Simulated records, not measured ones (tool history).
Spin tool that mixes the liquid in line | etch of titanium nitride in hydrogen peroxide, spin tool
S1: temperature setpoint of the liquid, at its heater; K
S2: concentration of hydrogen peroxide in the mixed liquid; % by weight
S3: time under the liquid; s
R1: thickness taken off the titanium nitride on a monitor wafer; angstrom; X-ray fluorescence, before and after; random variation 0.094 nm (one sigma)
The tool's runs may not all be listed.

run	hour	S1	S2	S3	R1
1	0	328.15	15.5	110	86.212
2	6.3	329.15	15.5	110	92.586
3	10.3	329.65	15.5	110	95.303
4	15.4	329.65	15.5	110	94.695
5	19.2	330.15	15.5	110	99.608
6	22.7	330.15	14	110	97.227
7	28.1	330.65	14	110	101.23

Forecast run 8:
8	32.9	333.65	14	110	?

Run 8 gave R1 123.56 angstrom.
